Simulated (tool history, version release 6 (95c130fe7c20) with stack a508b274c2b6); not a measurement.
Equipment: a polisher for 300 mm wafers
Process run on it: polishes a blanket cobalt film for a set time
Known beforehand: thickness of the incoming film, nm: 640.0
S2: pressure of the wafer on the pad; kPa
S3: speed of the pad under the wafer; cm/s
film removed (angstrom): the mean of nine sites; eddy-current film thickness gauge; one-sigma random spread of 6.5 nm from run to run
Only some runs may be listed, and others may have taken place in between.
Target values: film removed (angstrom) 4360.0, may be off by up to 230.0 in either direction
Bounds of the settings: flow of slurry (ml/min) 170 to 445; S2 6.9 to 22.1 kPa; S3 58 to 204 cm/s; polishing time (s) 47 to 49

Run 1, hour 0.0: flow of slurry (ml/min) 285, S2 14.5 kPa, S3 130 cm/s, polishing time (s) 47. Result: film removed (angstrom) 2664.0.
Run 2, hour 5.9: flow of slurry (ml/min) 285, S2 14.5 kPa, S3 130 cm/s, polishing time (s) 47. Result: film removed (angstrom) 2739.9.
Run 3, hour 14.7: flow of slurry (ml/min) 285, S2 11.7 kPa, S3 130 cm/s, polishing time (s) 47. Result: film removed (angstrom) 2204.9.
Run 4, hour 21.5: flow of slurry (ml/min) 355, S2 11.7 kPa, S3 130 cm/s, polishing time (s) 47. Result: film removed (angstrom) 2228.8.
Run 5, hour 30.2: flow of slurry (ml/min) 355, S2 11.7 kPa, S3 158 cm/s, polishing time (s) 47. Result: film removed (angstrom) 2663.1.
Run 6, hour 38.2: flow of slurry (ml/min) 355, S2 11.7 kPa, S3 138 cm/s, polishing time (s) 47. Result: film removed (angstrom) 2403.0.
Run 7, hour 40.5: flow of slurry (ml/min) 355, S2 13.8 kPa, S3 140 cm/s, polishing time (s) 47. Result: film removed (angstrom) 2815.2.
Run 8, hour 45.4: flow of slurry (ml/min) 355, S2 15.2 kPa, S3 142 cm/s, polishing time (s) 47. Result: film removed (angstrom) 3125.3.
Run 9, hour 46.0: flow of slurry (ml/min) 355, S2 16.5 kPa, S3 144 cm/s, polishing time (s) 47. Result: film removed (angstrom) 3380.8.
Run 10, hour 48.5: flow of slurry (ml/min) 355, S2 16.5 kPa, S3 144 cm/s, polishing time (s) 47. Result: film removed (angstrom) 3434.0.
Run 11, hour 52.7: flow of slurry (ml/min) 355, S2 17.2 kPa, S3 146 cm/s, polishing time (s) 47. Result: film removed (angstrom) 3624.6.
Run 12, hour 58.7: flow of slurry (ml/min) 355, S2 17.9 kPa, S3 146 cm/s, polishing time (s) 47. Result: film removed (angstrom) 3733.5.

Consider the 4 candidate settings below. Which is the only one whose results all fall within their allowed miss of target?
Run A, hour 64.7: flow of slurry (ml/min) 355, S2 17.2 kPa, S3 134 cm/s, polishing time (s) 47. Result: film removed (angstrom) ?.
Run B, hour 64.7: flow of slurry (ml/min) 390, S2 17.2 kPa, S3 188 cm/s, polishing time (s) 49. Result: film removed (angstrom) ?.
Run C, hour 64.7: flow of slurry (ml/min) 395, S2 17.9 kPa, S3 162 cm/s, polishing time (s) 48. Result: film removed (angstrom) ?.
Run D, hour 64.7: flow of slurry (ml/min) 345, S2 16.5 kPa, S3 156 cm/s, polishing time (s) 49. Result: film removed (angstrom) ?.

move  film removed (angstrom)
   A                   3372.0
   B                   4926.1
   C                   4338.8
   D                   3907.9
A: misses by more than the last run did
B: takes the result that was furthest off past its target
C: in spec on every target
D: nearer the targets than the last run, but a result is still out of spec
Go with C: it meets all targets.

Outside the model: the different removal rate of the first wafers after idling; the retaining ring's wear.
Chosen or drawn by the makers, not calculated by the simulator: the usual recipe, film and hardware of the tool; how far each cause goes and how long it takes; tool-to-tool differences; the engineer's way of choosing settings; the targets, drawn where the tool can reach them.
